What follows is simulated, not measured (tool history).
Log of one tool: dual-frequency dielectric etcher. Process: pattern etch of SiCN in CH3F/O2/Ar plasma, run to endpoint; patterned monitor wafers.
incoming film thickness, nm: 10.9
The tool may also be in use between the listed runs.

run  hour  source power (W)  bias power (W)  endpoint time (s)
  1     0               370              72             30.982
  2   7.7               350              70             32.374
  3   8.6               310              70             34.032
  4  10.8               310              81             32.287
  5  17.2               300              80             32.499
  6  19.1               340              80             30.773
     24.2  -- wet clean of the chamber
  7  24.2               320              79             32.982
  8  32.9               310              78             33.996
  9  37.3               300              78             34.438
 10  41.6               290              78             34.755

Run 11 comes next. What will it give?
 11  45.5               280              78                  ?

{"run 11": {"endpoint time (s)": 35.385}}
